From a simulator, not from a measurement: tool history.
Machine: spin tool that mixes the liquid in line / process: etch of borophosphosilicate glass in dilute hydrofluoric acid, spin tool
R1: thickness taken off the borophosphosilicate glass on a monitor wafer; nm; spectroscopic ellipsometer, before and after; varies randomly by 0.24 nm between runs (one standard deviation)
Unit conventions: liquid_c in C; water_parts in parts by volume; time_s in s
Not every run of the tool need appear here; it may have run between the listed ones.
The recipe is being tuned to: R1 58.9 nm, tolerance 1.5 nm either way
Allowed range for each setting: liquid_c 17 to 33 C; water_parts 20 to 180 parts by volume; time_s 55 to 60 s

run 1 day=0 | liquid_c=25 water_parts=100 time_s=55 | R1=25.609
run 2 day=0.138 | liquid_c=25 water_parts=100 time_s=55 | R1=25.464
run 3 day=0.229 | liquid_c=25 water_parts=75 time_s=55 | R1=35.377
run 4 day=0.579 | liquid_c=26.5 water_parts=70 time_s=55 | R1=40.631
run 5 day=0.629 | liquid_c=26.5 water_parts=95 time_s=55 | R1=28.706
-- day=0.8 thermometer replaced
run 6 day=0.8 | liquid_c=23 water_parts=95 time_s=55 | R1=26.564
run 7 day=0.917 | liquid_c=24.5 water_parts=85 time_s=55 | R1=31.881
run 8 day=1.158 | liquid_c=26 water_parts=75 time_s=55 | R1=38.397

Which single option among these 4 for the next run brings every result within its allowed miss of target? Just one does.
run A day=1.4 | liquid_c=29.5 water_parts=70 time_s=55 | R1=?
run B day=1.4 | liquid_c=28 water_parts=60 time_s=60 | R1=?
run C day=1.4 | liquid_c=25 water_parts=45 time_s=60 | R1=?
run D day=1.4 | liquid_c=27 water_parts=45 time_s=55 | R1=?

move=A R1=48.154
move=B R1=58.643
move=C R1=70.772
move=D R1=70.373
A: closer than the last run, but not yet in spec
B: each result inside its tolerance
C: the result that was furthest off in the last run now lies on the other side of its target
D: the result that was furthest off in the last run now lies on the other side of its target
Move B is the one to make.

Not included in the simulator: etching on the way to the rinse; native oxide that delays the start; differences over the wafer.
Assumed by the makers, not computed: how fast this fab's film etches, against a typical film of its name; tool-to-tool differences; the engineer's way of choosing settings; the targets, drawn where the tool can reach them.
